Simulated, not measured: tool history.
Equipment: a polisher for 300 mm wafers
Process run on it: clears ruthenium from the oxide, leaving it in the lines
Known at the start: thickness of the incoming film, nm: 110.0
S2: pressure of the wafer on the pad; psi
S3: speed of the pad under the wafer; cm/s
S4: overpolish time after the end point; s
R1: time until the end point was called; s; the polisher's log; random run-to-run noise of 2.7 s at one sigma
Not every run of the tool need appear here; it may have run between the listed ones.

run 1 hour=0 | flow_of_slurry_(ml/min)=135 S2=1.6 S3=82 S4=48 | R1=121.16
run 2 hour=4.1 | flow_of_slurry_(ml/min)=135 S2=1.5 S3=82 S4=48 | R1=127.45
run 3 hour=5.7 | flow_of_slurry_(ml/min)=135 S2=1.4 S3=82 S4=48 | R1=135.56
run 4 hour=14.7 | flow_of_slurry_(ml/min)=110 S2=1.4 S3=82 S4=48 | R1=142.18
run 5 hour=19.8 | flow_of_slurry_(ml/min)=110 S2=1.3 S3=82 S4=48 | R1=150.79
run 6 hour=27.2 | flow_of_slurry_(ml/min)=110 S2=1.3 S3=94 S4=48 | R1=129.66
run 7 hour=29.4 | flow_of_slurry_(ml/min)=110 S2=1.2 S3=94 S4=48 | R1=141.75

Run 8 comes next. What will it give?
run 8 hour=30.5 | flow_of_slurry_(ml/min)=110 S2=1.1 S3=94 S4=48 | R1=?

{"run 8": {"R1": 150.92}}
